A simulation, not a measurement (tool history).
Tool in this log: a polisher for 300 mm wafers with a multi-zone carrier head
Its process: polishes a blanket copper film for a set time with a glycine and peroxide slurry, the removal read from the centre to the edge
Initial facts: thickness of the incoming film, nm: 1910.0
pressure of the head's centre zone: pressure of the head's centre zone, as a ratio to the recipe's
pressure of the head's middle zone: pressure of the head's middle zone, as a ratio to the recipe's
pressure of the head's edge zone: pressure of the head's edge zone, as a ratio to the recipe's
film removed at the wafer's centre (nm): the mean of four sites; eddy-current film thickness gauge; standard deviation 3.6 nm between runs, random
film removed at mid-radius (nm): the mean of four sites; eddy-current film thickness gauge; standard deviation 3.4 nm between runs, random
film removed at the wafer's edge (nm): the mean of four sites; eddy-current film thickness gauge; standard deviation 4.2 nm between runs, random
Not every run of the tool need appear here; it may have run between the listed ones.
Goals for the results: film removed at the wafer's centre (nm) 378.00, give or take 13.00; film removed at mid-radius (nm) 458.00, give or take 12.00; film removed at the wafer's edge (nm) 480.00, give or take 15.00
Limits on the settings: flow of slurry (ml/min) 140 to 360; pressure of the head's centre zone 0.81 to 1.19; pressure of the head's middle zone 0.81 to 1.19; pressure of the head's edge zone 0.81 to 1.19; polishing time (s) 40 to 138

run	hour	flow of slurry (ml/min)	pressure of the head's centre zone	pressure of the head's middle zone	pressure of the head's edge zone	polishing time (s)	film removed at the wafer's centre (nm)	film removed at mid-radius (nm)	film removed at the wafer's edge (nm)
1	0.0	230	1.00	1.00	1.00	88	434.84	427.48	460.15
2	5.7	230	0.98	1.01	1.01	88	432.33	434.59	454.41
3	11.0	230	0.98	0.95	1.01	88	427.85	412.27	464.14
4	18.1	230	0.94	0.95	1.01	88	409.80	410.43	462.45
5	21.9	235	0.92	0.96	1.02	88	402.75	418.15	462.13
6	25.8	260	0.92	0.96	1.02	88	408.28	424.53	472.22
7	31.4	265	0.91	0.97	1.02	88	401.66	429.05	468.15
8	38.9	270	0.90	0.98	1.03	88	404.98	426.41	466.55
9	47.1	255	0.89	0.99	1.03	89	393.20	435.57	477.59
10	50.8	255	0.89	1.00	1.03	89	407.53	438.07	477.36
11	52.2	265	0.88	1.01	1.03	89	394.19	444.87	474.94
12	57.5	265	0.87	1.01	1.03	89	390.81	449.87	478.20

5 next moves are on the table. One of them brings every result within its allowed miss. Which?
A	62.8	265	0.85	1.05	1.07	88	?	?	?
B	62.8	205	0.92	1.04	0.95	92	?	?	?
C	62.8	220	0.82	1.01	1.14	88	?	?	?
D	62.8	260	0.90	1.02	1.00	89	?	?	?
E	62.8	270	0.94	1.03	1.05	87	?	?	?

move	film removed at the wafer's centre (nm)	film removed at mid-radius (nm)	film removed at the wafer's edge (nm)
A	382.97	457.64	477.08
B	416.93	457.96	458.50
C	359.32	432.07	483.86
D	409.20	450.49	466.12
E	420.03	445.88	468.16
A: each result inside its tolerance
B: further off than the last run
C: moves the result that the last run missed by most past its target, out the other side
D: further off than the last run
E: further off than the last run
Correct choice: A, which meets every target

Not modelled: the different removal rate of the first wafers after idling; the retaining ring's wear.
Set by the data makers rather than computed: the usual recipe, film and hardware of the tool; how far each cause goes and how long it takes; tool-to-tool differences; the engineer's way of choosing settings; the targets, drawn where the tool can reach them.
